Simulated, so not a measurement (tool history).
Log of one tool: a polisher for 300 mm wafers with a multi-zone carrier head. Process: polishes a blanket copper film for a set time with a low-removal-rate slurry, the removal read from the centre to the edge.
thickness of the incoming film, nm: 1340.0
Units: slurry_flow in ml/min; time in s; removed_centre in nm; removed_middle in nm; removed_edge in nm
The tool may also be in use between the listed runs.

run,hour,slurry_flow,centre_zone,middle_zone,edge_zone,slurry_solids,time,removed_centre,removed_middle,removed_edge
1,0.0,120,1.00,1.00,1.00,1.00,41,103.74,103.14,102.19
2,7.8,125,1.01,0.99,1.05,1.15,44,114.43,111.79,116.40
3,14.3,135,1.03,1.00,1.08,1.25,46,130.91,126.28,127.95
4,15.1,135,1.03,1.00,1.08,1.25,53,147.70,143.39,144.22
5,20.4,135,1.03,1.05,1.08,1.25,53,147.87,149.65,147.84
6,26.1,135,1.03,1.05,1.08,1.15,53,145.30,147.04,142.23
7,31.8,140,1.03,1.02,1.11,1.20,53,147.05,147.38,146.84

The next listed run, before its measurement:
8,36.1,140,1.04,0.99,1.13,1.25,53,?,?,?

{"run 8": {"removed_centre": 152.08, "removed_middle": 144.49, "removed_edge": 150.87}}
